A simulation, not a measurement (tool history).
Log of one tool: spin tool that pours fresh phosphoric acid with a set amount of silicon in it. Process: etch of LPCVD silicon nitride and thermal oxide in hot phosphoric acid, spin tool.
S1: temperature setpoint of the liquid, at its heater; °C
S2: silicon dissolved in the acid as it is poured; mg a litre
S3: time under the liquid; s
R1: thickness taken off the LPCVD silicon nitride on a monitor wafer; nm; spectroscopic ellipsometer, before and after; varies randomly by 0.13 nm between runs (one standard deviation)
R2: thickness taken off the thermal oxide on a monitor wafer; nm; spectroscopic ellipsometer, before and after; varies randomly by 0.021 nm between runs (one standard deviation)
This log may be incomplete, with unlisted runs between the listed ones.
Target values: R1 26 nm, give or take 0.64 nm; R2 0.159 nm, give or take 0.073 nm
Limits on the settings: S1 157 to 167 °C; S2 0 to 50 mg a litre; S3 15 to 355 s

run,hour,S1,S2,S3,R1,R2
1,0,162,28.5,180,17.588,0.34169
2,3.4,162.5,33,190,18.843,0.25223
3,9.3,163,35,200,20.267,0.27025
4,16.7,163,35,145,14.665,0.16176
5,24.9,163.5,38,165,16.907,0.1643
6,27.3,164,39.5,175,18.318,0.2183
7,32.8,164,42,190,19.846,0.16623
8,37.3,164.5,43.5,195,20.806,0.14597

Which of these 4 next moves meets every target?
A,41.8,163.5,42,215,?,?
B,41.8,165,30,240,?,?
C,41.8,165,50,240,?,?
D,41.8,165,21.5,250,?,?

move,R1,R2
A,22.074,0.18233
B,25.882,0.43622
C,25.882,0.18234
D,26.96,0.60889
A: better than the last run, though not everything is in spec
B: brings the last run's worst result on target, with another outside its allowed miss
C: all results in spec
D: carries the result that was furthest off beyond its target, to the other side
The right move is C.
